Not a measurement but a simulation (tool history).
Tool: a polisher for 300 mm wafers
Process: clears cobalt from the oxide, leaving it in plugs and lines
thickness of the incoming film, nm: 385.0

run,day,flow of slurry (ml/min),pressure of the wafer on the pad (kPa),speed of the pad under the wafer (cm/s),overpolish time after the end point (s),time until the end point was called (s),dishing of a wide line in a test structure (angstrom)
1,0,290,9.7,84,23,123.15,468.91
2,0.058,290,11,84,24,106.82,506.36
3,0.275,290,11.7,86,26,98.389,553.14
4,0.462,290,11.7,86,22,96.739,510.31
5,0.783,290,11.7,86,15,96.483,413.6
6,1.112,290,11.7,86,8,99.363,260.43
7,1.283,290,11,96,14,93.496,400.95
8,1.412,290,10.3,120,21,80.061,536.2
9,1.633,290,10.3,120,23,80.282,572.79
10,1.7,290,10.3,120,24,82.139,587.09
11,1.892,290,10.3,120,24,79.676,582.53
12,1.954,290,10.3,120,24,81.171,578.91

Run 13 comes next. What will it give?
13,2.071,290,10.3,120,25,?,?

Run 13 gave time until the end point was called (s) 81.33, dishing of a wide line in a test structure (angstrom) 581.96.

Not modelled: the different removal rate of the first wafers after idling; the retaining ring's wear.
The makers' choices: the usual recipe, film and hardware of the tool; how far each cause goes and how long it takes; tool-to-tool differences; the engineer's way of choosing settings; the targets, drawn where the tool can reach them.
